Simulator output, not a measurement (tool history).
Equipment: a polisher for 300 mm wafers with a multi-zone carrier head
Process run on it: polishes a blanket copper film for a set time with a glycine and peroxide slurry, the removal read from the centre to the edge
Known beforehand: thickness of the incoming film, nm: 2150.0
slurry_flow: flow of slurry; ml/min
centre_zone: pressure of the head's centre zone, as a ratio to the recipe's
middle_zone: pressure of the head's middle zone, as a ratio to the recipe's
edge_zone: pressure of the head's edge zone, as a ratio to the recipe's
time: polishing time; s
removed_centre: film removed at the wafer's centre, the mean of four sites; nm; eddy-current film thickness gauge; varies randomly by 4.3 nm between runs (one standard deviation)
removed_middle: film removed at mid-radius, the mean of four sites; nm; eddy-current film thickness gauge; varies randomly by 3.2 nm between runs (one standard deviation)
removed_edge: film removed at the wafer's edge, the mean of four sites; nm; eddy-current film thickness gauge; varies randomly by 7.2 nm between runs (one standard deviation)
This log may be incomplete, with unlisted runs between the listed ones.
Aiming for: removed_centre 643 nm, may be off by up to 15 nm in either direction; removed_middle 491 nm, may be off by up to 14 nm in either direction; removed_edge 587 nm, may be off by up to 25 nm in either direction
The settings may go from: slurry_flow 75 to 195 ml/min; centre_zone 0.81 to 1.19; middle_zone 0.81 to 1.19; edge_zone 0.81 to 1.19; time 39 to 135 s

Run 1, hour 0: slurry_flow 125 ml/min, centre_zone 1, middle_zone 1, edge_zone 1, time 87 s. Result: removed_centre 440.93 nm, removed_middle 451.97 nm, removed_edge 469.29 nm.
Run 2, hour 3.5: slurry_flow 125 ml/min, centre_zone 1, middle_zone 1, edge_zone 1, time 104 s. Result: removed_centre 522.36 nm, removed_middle 536.82 nm, removed_edge 548.03 nm.
Run 3, hour 6.9: slurry_flow 125 ml/min, centre_zone 1, middle_zone 1, edge_zone 0.95, time 104 s. Result: removed_centre 524.83 nm, removed_middle 529.57 nm, removed_edge 542.75 nm.
Run 4, hour 10.3: slurry_flow 140 ml/min, centre_zone 1.03, middle_zone 0.94, edge_zone 0.96, time 104 s. Result: removed_centre 558.27 nm, removed_middle 517.06 nm, removed_edge 558.33 nm.
Run 5, hour 12.8: slurry_flow 150 ml/min, centre_zone 1.06, middle_zone 0.9, edge_zone 0.96, time 104 s. Result: removed_centre 581.66 nm, removed_middle 511.65 nm, removed_edge 555.67 nm.
Run 6, hour 15.6: slurry_flow 150 ml/min, centre_zone 1.06, middle_zone 0.9, edge_zone 0.88, time 104 s. Result: removed_centre 579.14 nm, removed_middle 502.91 nm, removed_edge 533.89 nm.
Run 7, hour 16.2: slurry_flow 155 ml/min, centre_zone 1.08, middle_zone 0.87, edge_zone 0.93, time 104 s. Result: removed_centre 594.02 nm, removed_middle 496.5 nm, removed_edge 548.79 nm.
Run 8, hour 24: slurry_flow 160 ml/min, centre_zone 1.1, middle_zone 0.85, edge_zone 0.96, time 104 s. Result: removed_centre 615.36 nm, removed_middle 490.28 nm, removed_edge 550.37 nm.
Run 9, hour 28.4: slurry_flow 165 ml/min, centre_zone 1.1, middle_zone 0.84, edge_zone 0.99, time 105 s. Result: removed_centre 617.54 nm, removed_middle 493.12 nm, removed_edge 568.3 nm.
Run 10, hour 35: slurry_flow 170 ml/min, centre_zone 1.11, middle_zone 0.83, edge_zone 1, time 105 s. Result: removed_centre 626.38 nm, removed_middle 490.03 nm, removed_edge 576.13 nm.
At hour 40.7: centre zone pressure recalibrated.
Run 11, hour 40.7: slurry_flow 175 ml/min, centre_zone 1.11, middle_zone 0.83, edge_zone 1.01, time 105 s. Result: removed_centre 664.35 nm, removed_middle 495.53 nm, removed_edge 584.46 nm.
Run 12, hour 49: slurry_flow 170 ml/min, centre_zone 1.11, middle_zone 0.83, edge_zone 1.02, time 105 s. Result: removed_centre 659 nm, removed_middle 492.65 nm, removed_edge 583.25 nm.

5 candidate next runs follow, results not yet known. Just one meets every target within its allowed miss. Identify it.
Run A, hour 57.3: slurry_flow 180 ml/min, centre_zone 1.17, middle_zone 0.88, edge_zone 1.07, time 101 s. Result: removed_centre ?, removed_middle ?, removed_edge ?.
Run B, hour 57.3: slurry_flow 140 ml/min, centre_zone 1.12, middle_zone 0.81, edge_zone 0.97, time 112 s. Result: removed_centre ?, removed_middle ?, removed_edge ?.
Run C, hour 57.3: slurry_flow 150 ml/min, centre_zone 1.07, middle_zone 0.82, edge_zone 0.98, time 109 s. Result: removed_centre ?, removed_middle ?, removed_edge ?.
Run D, hour 57.3: slurry_flow 190 ml/min, centre_zone 1.12, middle_zone 0.83, edge_zone 1.04, time 107 s. Result: removed_centre ?, removed_middle ?, removed_edge ?.
Run E, hour 57.3: slurry_flow 150 ml/min, centre_zone 1.16, middle_zone 0.92, edge_zone 0.97, time 100 s. Result: removed_centre ?, removed_middle ?, removed_edge ?.

move  removed_centre  removed_middle  removed_edge
   A          680.73          498.04        584.62
   B          686.04          492.16        597.64
   C          650.15          490.94        590.48
   D          698.52          507.36        614.98
   E          644.13          495.02        538.36
A: further off than the last run
B: further off than the last run
C: hits every target within its allowed miss
D: further off than the last run
E: the worst result of the last run now meets its target, but another is out of spec
Correct choice: C, which meets every target

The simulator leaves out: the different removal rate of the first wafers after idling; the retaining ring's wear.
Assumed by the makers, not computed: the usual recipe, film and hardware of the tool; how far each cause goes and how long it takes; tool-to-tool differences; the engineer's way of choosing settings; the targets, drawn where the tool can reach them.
